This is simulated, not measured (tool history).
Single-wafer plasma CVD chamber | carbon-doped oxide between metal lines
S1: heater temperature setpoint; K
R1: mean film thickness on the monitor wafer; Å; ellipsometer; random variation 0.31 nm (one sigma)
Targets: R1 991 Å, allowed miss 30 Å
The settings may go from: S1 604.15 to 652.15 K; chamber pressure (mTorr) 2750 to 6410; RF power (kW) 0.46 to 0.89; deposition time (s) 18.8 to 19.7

{"run": 1, "hour": 0.0, "S1": 628.15, "chamber pressure (mTorr)": 4580, "RF power (kW)": 0.675, "deposition time (s)": 19.7, "R1": 1241.5}
{"run": 2, "hour": 2.8, "S1": 635.15, "chamber pressure (mTorr)": 4580, "RF power (kW)": 0.675, "deposition time (s)": 19.7, "R1": 1215.7}
{"run": 3, "hour": 10.2, "S1": 635.15, "chamber pressure (mTorr)": 4580, "RF power (kW)": 0.615, "deposition time (s)": 19.7, "R1": 1147.6}
{"run": 4, "hour": 14.6, "S1": 635.15, "chamber pressure (mTorr)": 4580, "RF power (kW)": 0.665, "deposition time (s)": 19.7, "R1": 1208.6}
{"run": 5, "hour": 19.7, "S1": 635.15, "chamber pressure (mTorr)": 4530, "RF power (kW)": 0.635, "deposition time (s)": 19.5, "R1": 1155.1}
{"run": 6, "hour": 27.5, "S1": 635.15, "chamber pressure (mTorr)": 3840, "RF power (kW)": 0.635, "deposition time (s)": 19.5, "R1": 1124.4}
{"run": 7, "hour": 28.5, "S1": 635.15, "chamber pressure (mTorr)": 3740, "RF power (kW)": 0.62, "deposition time (s)": 19.4, "R1": 1096.6}
{"run": 8, "hour": 33.3, "S1": 635.15, "chamber pressure (mTorr)": 3630, "RF power (kW)": 0.61, "deposition time (s)": 19.4, "R1": 1084}
{"run": 9, "hour": 39.1, "S1": 635.15, "chamber pressure (mTorr)": 3540, "RF power (kW)": 0.6, "deposition time (s)": 19.4, "R1": 1060.5}
{"run": 10, "hour": 44.6, "S1": 635.15, "chamber pressure (mTorr)": 3450, "RF power (kW)": 0.595, "deposition time (s)": 19.4, "R1": 1052.6}
{"run": 11, "hour": 51.9, "S1": 635.15, "chamber pressure (mTorr)": 3370, "RF power (kW)": 0.59, "deposition time (s)": 19.4, "R1": 1045.2}
{"run": 12, "hour": 55.7, "S1": 635.15, "chamber pressure (mTorr)": 3300, "RF power (kW)": 0.585, "deposition time (s)": 19.4, "R1": 1039.5}
{"run": 13, "hour": 61.8, "S1": 635.15, "chamber pressure (mTorr)": 3230, "RF power (kW)": 0.58, "deposition time (s)": 19.4, "R1": 1030.8}
{"run": 14, "hour": 62.9, "S1": 635.15, "chamber pressure (mTorr)": 3180, "RF power (kW)": 0.575, "deposition time (s)": 19.4, "R1": 1024}

Which of these 4 next moves meets every target?
{"run": "A", "hour": 64.0, "S1": 634.15, "chamber pressure (mTorr)": 3750, "RF power (kW)": 0.515, "deposition time (s)": 19.7, "R1": "?"}
{"run": "B", "hour": 64.0, "S1": 635.15, "chamber pressure (mTorr)": 3870, "RF power (kW)": 0.58, "deposition time (s)": 19.7, "R1": "?"}
{"run": "C", "hour": 64.0, "S1": 639.15, "chamber pressure (mTorr)": 3420, "RF power (kW)": 0.595, "deposition time (s)": 19.7, "R1": "?"}
{"run": "D", "hour": 64.0, "S1": 637.15, "chamber pressure (mTorr)": 3100, "RF power (kW)": 0.59, "deposition time (s)": 19.7, "R1": "?"}

move=A R1=985.59
move=B R1=1071.9
move=C R1=1059.8
move=D R1=1048.9
A: meets every target
B: further off than the last run
C: further off than the last run
D: further off than the last run
Answer: A

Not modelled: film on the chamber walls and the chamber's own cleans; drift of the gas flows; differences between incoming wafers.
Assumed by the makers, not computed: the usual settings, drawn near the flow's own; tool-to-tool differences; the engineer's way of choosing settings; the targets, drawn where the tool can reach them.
